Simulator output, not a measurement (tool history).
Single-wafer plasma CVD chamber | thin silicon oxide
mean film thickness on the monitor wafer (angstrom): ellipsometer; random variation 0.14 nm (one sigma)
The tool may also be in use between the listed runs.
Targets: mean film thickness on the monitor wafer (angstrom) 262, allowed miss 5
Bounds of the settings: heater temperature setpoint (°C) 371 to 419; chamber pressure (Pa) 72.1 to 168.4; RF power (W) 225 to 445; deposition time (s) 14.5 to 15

run  hour  heater temperature setpoint (°C)  chamber pressure (Pa)  RF power (W)  deposition time (s)  mean film thickness on the monitor wafer (angstrom)
  1     0                               395                  120.3           335                 14.5                                               286.46
  2   0.9                               390                  120.3           335                 14.5                                               287.88
  3   9.7                               390                  118.3           335                 14.5                                               282.56
  4  16.9                               390                  116.8           335                 14.5                                               281.93
  5    25                               400                  116.8           335                 14.5                                               278.56
  6  28.9                               400                  116.8           335                 14.5                                               279.17
  7  36.6                               400                  115.5           335                 14.5                                               277.27
  8  44.5                               400                  114.3           335                 14.5                                               277.53
  9  51.2                               400                  112.8           335                 14.5                                               272.66

4 next moves are on the table. One of them brings every result within its allowed miss. Which?
  A  57.9                               397                    106           310                 14.5                                                    ?
  B  57.9                               397                  112.5           280                   15                                                    ?
  C  57.9                               397                  106.1           305                 14.5                                                    ?
  D  57.9                               408                   98.3           355                   15                                                    ?

move  mean film thickness on the monitor wafer (angstrom)
   A                                               249.95
   B                                               260.12
   C                                               248.55
   D                                               253.62
A: takes the result that was furthest off past its target
B: meets every target
C: takes the result that was furthest off past its target
D: takes the result that was furthest off past its target
The right move is B.

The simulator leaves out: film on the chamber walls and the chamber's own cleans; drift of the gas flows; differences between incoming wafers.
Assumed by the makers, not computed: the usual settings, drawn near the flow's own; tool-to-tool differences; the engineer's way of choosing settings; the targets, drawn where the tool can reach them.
